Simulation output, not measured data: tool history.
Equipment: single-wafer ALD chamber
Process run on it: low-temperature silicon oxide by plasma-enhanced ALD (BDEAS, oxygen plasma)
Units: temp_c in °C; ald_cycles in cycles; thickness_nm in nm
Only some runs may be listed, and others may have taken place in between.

run,hour,temp_c,ald_cycles,thickness_nm
1,0,105,51,6.96
2,6.9,104,53,7.3269
3,8.4,103,54,7.4518
4,9.7,102,55,7.6046
5,16.7,102,52,7.1479
6,19,102,53,7.3101
7,26.6,102,54,7.4183
8,28.4,102,55,7.539

Predict the results of run 9:
9,34,102,56,?

Run 9 produced thickness_nm 7.7365 nm.

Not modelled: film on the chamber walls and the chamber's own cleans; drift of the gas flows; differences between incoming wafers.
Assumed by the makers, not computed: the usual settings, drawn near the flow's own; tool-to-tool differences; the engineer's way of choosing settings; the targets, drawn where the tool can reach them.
